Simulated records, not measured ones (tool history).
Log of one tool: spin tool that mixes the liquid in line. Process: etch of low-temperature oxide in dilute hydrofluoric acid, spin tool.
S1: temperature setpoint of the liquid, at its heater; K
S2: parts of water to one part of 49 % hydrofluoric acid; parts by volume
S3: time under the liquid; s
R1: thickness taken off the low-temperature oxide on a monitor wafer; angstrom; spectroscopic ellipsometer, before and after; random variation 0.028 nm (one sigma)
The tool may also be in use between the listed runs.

| run | day | S1 | S2 | S3 | R1 |
|---|---|---|---|---|---|
| 1 | 0 | 295.15 | 150 | 50 | 82.189 |
| 2 | 0.133 | 295.15 | 125 | 50 | 101.94 |
| 3 | 0.296 | 294.15 | 145 | 50 | 82.865 |
| 4 | 0.575 | 293.65 | 160 | 50 | 72.384 |
| 5 | 0.6 | 290.65 | 160 | 50 | 63.804 |
| 6 | 0.975 | 290.65 | 125 | 50 | 84.738 |
| 7 | 1.062 | 290.65 | 145 | 50 | 70.644 |

The next listed run, before its measurement:
| 8 | 1.362 | 290.65 | 160 | 50 | ? |

Run 8 gave R1 63.723 angstrom.
